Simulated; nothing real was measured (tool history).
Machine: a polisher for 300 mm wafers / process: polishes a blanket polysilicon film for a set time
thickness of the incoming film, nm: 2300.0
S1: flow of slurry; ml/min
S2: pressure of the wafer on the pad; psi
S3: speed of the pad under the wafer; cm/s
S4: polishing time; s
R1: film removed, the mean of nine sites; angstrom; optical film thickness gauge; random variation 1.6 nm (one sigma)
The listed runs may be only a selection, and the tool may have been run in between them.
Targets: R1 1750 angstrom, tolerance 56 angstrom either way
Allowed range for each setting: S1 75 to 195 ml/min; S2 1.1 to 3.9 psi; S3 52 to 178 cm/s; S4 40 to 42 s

Run 1, hour 0: S1 125 ml/min, S2 2.5 psi, S3 114 cm/s, S4 40 s. Result: R1 3912.6 angstrom.
Run 2, hour 1: S1 125 ml/min, S2 2.5 psi, S3 114 cm/s, S4 42 s. Result: R1 4158.6 angstrom.
Run 3, hour 7: S1 120 ml/min, S2 2 psi, S3 104 cm/s, S4 42 s. Result: R1 3042.3 angstrom.
Run 4, hour 12.7: S1 120 ml/min, S2 2 psi, S3 104 cm/s, S4 40 s. Result: R1 2863.3 angstrom.
Run 5, hour 20.5: S1 120 ml/min, S2 2 psi, S3 104 cm/s, S4 42 s. Result: R1 3016.3 angstrom.
Run 6, hour 25.9: S1 115 ml/min, S2 1.7 psi, S3 100 cm/s, S4 42 s. Result: R1 2472.4 angstrom.
Run 7, hour 31.7: S1 115 ml/min, S2 1.7 psi, S3 100 cm/s, S4 42 s. Result: R1 2443.7 angstrom.
Run 8, hour 36.8: S1 105 ml/min, S2 1.5 psi, S3 100 cm/s, S4 42 s. Result: R1 2157.5 angstrom.
Run 9, hour 39.8: S1 95 ml/min, S2 1.4 psi, S3 100 cm/s, S4 42 s. Result: R1 1946.3 angstrom.
Run 10, hour 42.3: S1 90 ml/min, S2 1.4 psi, S3 100 cm/s, S4 42 s. Result: R1 1924.9 angstrom.
Run 11, hour 49: S1 80 ml/min, S2 1.2 psi, S3 100 cm/s, S4 42 s. Result: R1 1601.1 angstrom.
Run 12, hour 56.5: S1 85 ml/min, S2 1.2 psi, S3 100 cm/s, S4 42 s. Result: R1 1623.3 angstrom.
Run 13, hour 58.6: S1 90 ml/min, S2 1.2 psi, S3 100 cm/s, S4 42 s. Result: R1 1638 angstrom.
Run 14, hour 63.4: S1 95 ml/min, S2 1.2 psi, S3 100 cm/s, S4 42 s. Result: R1 1692.6 angstrom.

Which single option among these 5 for the next run brings every result within its allowed miss of target? Just one does.
Run A, hour 68.2: S1 130 ml/min, S2 1.3 psi, S3 94 cm/s, S4 40 s. Result: R1 ?.
Run B, hour 68.2: S1 145 ml/min, S2 1.3 psi, S3 94 cm/s, S4 42 s. Result: R1 ?.
Run C, hour 68.2: S1 95 ml/min, S2 1.4 psi, S3 98 cm/s, S4 42 s. Result: R1 ?.
Run D, hour 68.2: S1 85 ml/min, S2 1.3 psi, S3 92 cm/s, S4 42 s. Result: R1 ?.
Run E, hour 68.2: S1 100 ml/min, S2 1.3 psi, S3 104 cm/s, S4 42 s. Result: R1 ?.

move      R1
   A  1779.7
   B  1910.7
   C  1924.8
   D  1628.5
   E  1929.6
A: hits every target within its allowed miss
B: the result that was furthest off in the last run now lies on the other side of its target
C: the result that was furthest off in the last run now lies on the other side of its target
D: moves away from the targets compared with the last run
E: the result that was furthest off in the last run now lies on the other side of its target
A is the move that brings every result within its allowed miss.

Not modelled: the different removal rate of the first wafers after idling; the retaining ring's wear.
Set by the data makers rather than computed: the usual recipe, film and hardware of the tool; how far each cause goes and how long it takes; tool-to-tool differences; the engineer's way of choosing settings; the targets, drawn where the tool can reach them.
